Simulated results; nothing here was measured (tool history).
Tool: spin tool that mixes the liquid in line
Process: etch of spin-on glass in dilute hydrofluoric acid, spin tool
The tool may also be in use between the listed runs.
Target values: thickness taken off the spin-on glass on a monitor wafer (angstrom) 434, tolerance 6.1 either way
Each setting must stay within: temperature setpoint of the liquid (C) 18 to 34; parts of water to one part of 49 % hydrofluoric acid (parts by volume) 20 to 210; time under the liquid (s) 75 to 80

run	hour	temperature setpoint of the liquid (C)	parts of water to one part of 49 % hydrofluoric acid (parts by volume)	time under the liquid (s)	thickness taken off the spin-on glass on a monitor wafer (angstrom)
1	0	26	115	75	169.15
2	3.4	26	145	75	128.9
3	10.5	28	145	75	140.74
4	11.6	29	125	75	172.64
5	14.3	29	110	75	200.79
6	20.8	29	90	75	252.44
7	27.1	30	85	75	277.38
8	32.4	31	80	75	310.43
9	39.2	34	60	75	477.79
10	47.6	33.5	60	75	470.78
11	50.6	33	60	75	457.93
12	54.4	32.5	60	75	452.8
13	57.4	32	60	75	441.15

Of the 5 settings listed for the next run, only one would bring every result within its allowed miss of target. Which one?
A	60.4	33.5	70	80	?
B	60.4	31.5	60	75	?
C	60.4	30.5	60	80	?
D	60.4	32.5	60	75	?
E	60.4	28.5	55	80	?

move	thickness taken off the spin-on glass on a monitor wafer (angstrom)
A	420.74
B	433.45
C	444.86
D	450.34
E	452.16
A: moves the result that the last run missed by most past its target, out the other side
B: all results land within tolerance of their targets
C: moves away from the targets compared with the last run
D: moves away from the targets compared with the last run
E: moves away from the targets compared with the last run
Go with B: it meets all targets.

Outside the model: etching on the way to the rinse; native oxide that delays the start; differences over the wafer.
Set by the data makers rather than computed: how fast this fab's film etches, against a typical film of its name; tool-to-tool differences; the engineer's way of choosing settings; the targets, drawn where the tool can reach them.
